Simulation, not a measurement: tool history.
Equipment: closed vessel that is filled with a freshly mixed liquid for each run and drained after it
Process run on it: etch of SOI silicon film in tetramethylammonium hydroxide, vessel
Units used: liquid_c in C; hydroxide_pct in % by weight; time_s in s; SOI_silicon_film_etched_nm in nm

run 1 hour=0.0 | liquid_c=74.0 hydroxide_pct=17.5 time_s=85 | SOI_silicon_film_etched_nm=664.77
run 2 hour=2.5 | liquid_c=74.0 hydroxide_pct=17.5 time_s=85 | SOI_silicon_film_etched_nm=675.73
run 3 hour=4.8 | liquid_c=72.0 hydroxide_pct=17.5 time_s=85 | SOI_silicon_film_etched_nm=601.01
run 4 hour=9.6 | liquid_c=72.0 hydroxide_pct=17.5 time_s=85 | SOI_silicon_film_etched_nm=605.15
run 5 hour=17.6 | liquid_c=70.5 hydroxide_pct=17.5 time_s=85 | SOI_silicon_film_etched_nm=552.96
run 6 hour=23.7 | liquid_c=70.5 hydroxide_pct=15.0 time_s=85 | SOI_silicon_film_etched_nm=578.60
run 7 hour=26.8 | liquid_c=69.5 hydroxide_pct=15.0 time_s=85 | SOI_silicon_film_etched_nm=550.02
run 8 hour=30.1 | liquid_c=68.5 hydroxide_pct=15.0 time_s=85 | SOI_silicon_film_etched_nm=513.90

Estimate the outcome of run 9 from the log above:
run 9 hour=36.2 | liquid_c=68.0 hydroxide_pct=15.0 time_s=85 | SOI_silicon_film_etched_nm=?

For run 9 the tool returned SOI_silicon_film_etched_nm 502.87 nm.

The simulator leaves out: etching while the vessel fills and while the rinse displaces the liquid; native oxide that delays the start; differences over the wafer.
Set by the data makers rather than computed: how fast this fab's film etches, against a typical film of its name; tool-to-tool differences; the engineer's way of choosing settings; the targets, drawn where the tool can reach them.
